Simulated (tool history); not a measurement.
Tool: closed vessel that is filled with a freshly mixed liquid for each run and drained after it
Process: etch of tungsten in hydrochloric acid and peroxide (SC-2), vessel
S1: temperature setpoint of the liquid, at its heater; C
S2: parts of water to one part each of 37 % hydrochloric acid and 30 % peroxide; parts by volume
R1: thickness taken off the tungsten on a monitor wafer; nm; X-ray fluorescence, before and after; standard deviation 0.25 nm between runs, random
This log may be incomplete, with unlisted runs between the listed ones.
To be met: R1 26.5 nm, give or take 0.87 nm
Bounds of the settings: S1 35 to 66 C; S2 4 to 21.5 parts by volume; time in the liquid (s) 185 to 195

{"run": 1, "day": 0.0, "S1": 50, "S2": 12, "time in the liquid (s)": 185, "R1": 34.848}
{"run": 2, "day": 0.021, "S1": 50, "S2": 8, "time in the liquid (s)": 185, "R1": 48.09}
{"run": 3, "day": 0.083, "S1": 50, "S2": 8, "time in the liquid (s)": 185, "R1": 48.34}
{"run": 4, "day": 0.196, "S1": 50, "S2": 8, "time in the liquid (s)": 195, "R1": 51.689}
{"run": 5, "day": 0.258, "S1": 50, "S2": 8, "time in the liquid (s)": 185, "R1": 48.246}
{"run": 6, "day": 0.354, "S1": 54.5, "S2": 8, "time in the liquid (s)": 185, "R1": 64.049}
{"run": 7, "day": 0.692, "S1": 46.5, "S2": 8, "time in the liquid (s)": 185, "R1": 37.484}
{"run": 8, "day": 0.771, "S1": 45.5, "S2": 8, "time in the liquid (s)": 185, "R1": 35.752}
{"run": 9, "day": 1.088, "S1": 40, "S2": 8, "time in the liquid (s)": 185, "R1": 24.718}
{"run": 10, "day": 1.183, "S1": 40.5, "S2": 8, "time in the liquid (s)": 185, "R1": 24.959}

Below are 5 possible settings for the next run. Only one of them brings all results inside the allowed miss of their targets. Which is it?
{"run": "A", "day": 1.279, "S1": 37, "S2": 6.5, "time in the liquid (s)": 190, "R1": "?"}
{"run": "B", "day": 1.279, "S1": 43.5, "S2": 9.5, "time in the liquid (s)": 195, "R1": "?"}
{"run": "C", "day": 1.279, "S1": 37, "S2": 7, "time in the liquid (s)": 190, "R1": "?"}
{"run": "D", "day": 1.279, "S1": 42.5, "S2": 9, "time in the liquid (s)": 185, "R1": "?"}
{"run": "E", "day": 1.279, "S1": 39.5, "S2": 8, "time in the liquid (s)": 185, "R1": "?"}

move=A R1=23.555
move=B R1=28.328
move=C R1=22.246
move=D R1=26.206
move=E R1=23.328
A: misses by more than the last run did
B: moves the result that the last run missed by most past its target, out the other side
C: misses by more than the last run did
D: every result lands within tolerance
E: misses by more than the last run did
D meets every target.
